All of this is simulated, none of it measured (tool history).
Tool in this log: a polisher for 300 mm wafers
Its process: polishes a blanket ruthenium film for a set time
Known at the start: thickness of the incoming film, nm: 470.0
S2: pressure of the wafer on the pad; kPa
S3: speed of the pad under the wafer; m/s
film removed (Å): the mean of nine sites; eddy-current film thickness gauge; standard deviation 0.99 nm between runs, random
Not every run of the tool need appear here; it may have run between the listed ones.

Run 1, hour 0: flow of slurry (ml/min) 195, S2 14.5 kPa, S3 1.08 m/s, polishing time (s) 40. Result: film removed (Å) 572.8.
Run 2, hour 2.6: flow of slurry (ml/min) 200, S2 16.5 kPa, S3 1.08 m/s, polishing time (s) 40. Result: film removed (Å) 655.6.
Run 3, hour 6.5: flow of slurry (ml/min) 160, S2 16.5 kPa, S3 1.08 m/s, polishing time (s) 40. Result: film removed (Å) 626.25.
Run 4, hour 8.1: flow of slurry (ml/min) 125, S2 16.5 kPa, S3 1.08 m/s, polishing time (s) 40. Result: film removed (Å) 608.99.
Run 5, hour 16.2: flow of slurry (ml/min) 125, S2 16.5 kPa, S3 1.08 m/s, polishing time (s) 40. Result: film removed (Å) 617.15.
Run 6, hour 19.3: flow of slurry (ml/min) 125, S2 16.5 kPa, S3 1.3 m/s, polishing time (s) 40. Result: film removed (Å) 716.57.
Run 7, hour 22.6: flow of slurry (ml/min) 135, S2 17.2 kPa, S3 1.3 m/s, polishing time (s) 40. Result: film removed (Å) 776.14.
Run 8, hour 27.7: flow of slurry (ml/min) 190, S2 19.3 kPa, S3 1.3 m/s, polishing time (s) 40. Result: film removed (Å) 920.68.
Run 9, hour 33.7: flow of slurry (ml/min) 195, S2 19.3 kPa, S3 1.3 m/s, polishing time (s) 40. Result: film removed (Å) 903.47.
Run 10, hour 38.3: flow of slurry (ml/min) 200, S2 19.3 kPa, S3 1.3 m/s, polishing time (s) 40. Result: film removed (Å) 919.4.
Run 11, hour 42: flow of slurry (ml/min) 205, S2 19.3 kPa, S3 1.3 m/s, polishing time (s) 40. Result: film removed (Å) 920.02.
Run 12, hour 42.7: flow of slurry (ml/min) 210, S2 19.3 kPa, S3 1.3 m/s, polishing time (s) 40. Result: film removed (Å) 928.5.

Predict the results of run 13:
Run 13, hour 46.5: flow of slurry (ml/min) 215, S2 19.3 kPa, S3 1.3 m/s, polishing time (s) 40. Result: film removed (Å) ?.

film removed (Å): 918.59
